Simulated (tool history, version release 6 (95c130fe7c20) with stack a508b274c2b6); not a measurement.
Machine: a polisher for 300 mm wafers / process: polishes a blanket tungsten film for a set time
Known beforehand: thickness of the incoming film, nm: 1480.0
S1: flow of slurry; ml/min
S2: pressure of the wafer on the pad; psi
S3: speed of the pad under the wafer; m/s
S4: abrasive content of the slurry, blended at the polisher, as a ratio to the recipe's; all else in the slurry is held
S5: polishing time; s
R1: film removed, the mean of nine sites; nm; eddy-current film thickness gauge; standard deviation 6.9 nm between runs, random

{"run": 1, "day": 0.0, "S1": 150, "S2": 3.6, "S3": 1.14, "S4": 1, "S5": 87, "R1": 506.05}
{"run": 2, "day": 0.221, "S1": 150, "S2": 3.7, "S3": 1.14, "S4": 1, "S5": 87, "R1": 517.91}
{"run": 3, "day": 0.404, "S1": 150, "S2": 3.8, "S3": 1.14, "S4": 1, "S5": 87, "R1": 518.5}
{"run": 4, "day": 0.542, "S1": 150, "S2": 3.9, "S3": 1.14, "S4": 1, "S5": 87, "R1": 538.51}
{"run": 5, "day": 0.662, "S1": 150, "S2": 3.9, "S3": 0.86, "S4": 1, "S5": 87, "R1": 434.45}
{"run": 6, "day": 0.854, "S1": 150, "S2": 4.7, "S3": 0.86, "S4": 1, "S5": 87, "R1": 534.01}
{"run": 7, "day": 1.067, "S1": 150, "S2": 4.8, "S3": 0.86, "S4": 1, "S5": 87, "R1": 547.3}

Run 8, settings as shown, results not yet in. Your forecast:
{"run": 8, "day": 1.408, "S1": 150, "S2": 4.8, "S3": 0.86, "S4": 1, "S5": 87, "R1": "?"}

Run 8 yielded R1 550.13 nm.

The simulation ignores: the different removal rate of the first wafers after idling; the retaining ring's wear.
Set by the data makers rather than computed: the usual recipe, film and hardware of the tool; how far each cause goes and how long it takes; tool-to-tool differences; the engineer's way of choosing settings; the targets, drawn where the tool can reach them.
